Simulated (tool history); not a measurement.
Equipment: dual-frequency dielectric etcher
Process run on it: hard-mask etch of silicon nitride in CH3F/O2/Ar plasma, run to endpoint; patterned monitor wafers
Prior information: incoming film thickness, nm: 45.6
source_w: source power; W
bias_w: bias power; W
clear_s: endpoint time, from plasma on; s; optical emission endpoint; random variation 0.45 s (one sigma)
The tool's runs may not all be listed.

run  hour  source_w  bias_w  clear_s
  1   0.0       390      61   68.754
  2   8.4       390      52   70.981
  3   9.9       410      53   69.273
  4  18.6       380      53   71.470
  5  27.5       410      53   69.096
  6  32.0       410      42   72.146

Estimate the outcome of run 7 from the log above:
  7  37.5       430      43        ?

clear_s: 70.924 s
